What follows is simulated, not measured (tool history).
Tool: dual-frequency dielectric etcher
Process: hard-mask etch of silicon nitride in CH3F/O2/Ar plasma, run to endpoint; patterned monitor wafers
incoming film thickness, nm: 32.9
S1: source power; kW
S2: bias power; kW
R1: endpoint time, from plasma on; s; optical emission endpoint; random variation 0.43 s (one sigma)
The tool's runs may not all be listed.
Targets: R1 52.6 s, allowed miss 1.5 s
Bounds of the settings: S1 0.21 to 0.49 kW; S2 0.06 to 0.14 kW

run 1 hour=0 | S1=0.35 S2=0.1 | R1=43.204
run 2 hour=5.2 | S1=0.29 S2=0.1 | R1=46.908
run 3 hour=6.6 | S1=0.29 S2=0.118 | R1=43.218
run 4 hour=15.2 | S1=0.32 S2=0.118 | R1=40.856
run 5 hour=17.5 | S1=0.27 S2=0.118 | R1=44.384
run 6 hour=20.6 | S1=0.27 S2=0.111 | R1=45.602
run 7 hour=26.6 | S1=0.26 S2=0.109 | R1=46.444
run 8 hour=31 | S1=0.25 S2=0.107 | R1=47.605
run 9 hour=38.4 | S1=0.24 S2=0.105 | R1=49.111
run 10 hour=41 | S1=0.24 S2=0.104 | R1=49.691
run 11 hour=47.9 | S1=0.24 S2=0.103 | R1=50.169

Which of these 4 next moves meets every target?
run A hour=54.8 | S1=0.26 S2=0.1 | R1=?
run B hour=54.8 | S1=0.25 S2=0.101 | R1=?
run C hour=54.8 | S1=0.21 S2=0.117 | R1=?
run D hour=54.8 | S1=0.23 S2=0.094 | R1=?

move=A R1=49.091
move=B R1=49.657
move=C R1=49.605
move=D R1=53.416
A: further off than the last run
B: further off than the last run
C: further off than the last run
D: meets every target
Answer: D
